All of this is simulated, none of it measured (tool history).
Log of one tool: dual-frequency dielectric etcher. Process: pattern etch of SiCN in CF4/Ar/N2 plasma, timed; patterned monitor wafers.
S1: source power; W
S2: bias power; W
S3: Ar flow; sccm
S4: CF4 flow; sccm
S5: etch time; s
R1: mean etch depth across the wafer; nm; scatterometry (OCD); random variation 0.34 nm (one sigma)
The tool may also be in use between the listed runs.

run    day   S1  S2  S3  S4    S5      R1
  1  0.000  490  73  96  42  72.5  59.740
  2  0.267  470  73  96  42  72.5  58.293
  3  0.300  470  81  96  42  72.5  61.915
  4  0.592  470  91  96  42  72.5  65.539
  5  0.783  440  90  96  42  72.5  61.926
  6  0.946  440  90  96  42  72.5  62.613
  7  1.067  420  89  96  42  72.5  60.535
  8  1.100  400  88  96  42  72.5  59.996
  9  1.350  390  85  97  42  72.5  58.209

Run 10 comes next. What will it give?
     1.662  -- wet clean of the chamber
 10  1.662  390  85  97  42  72.5   ?

Run 10 gave R1 60.763 nm.
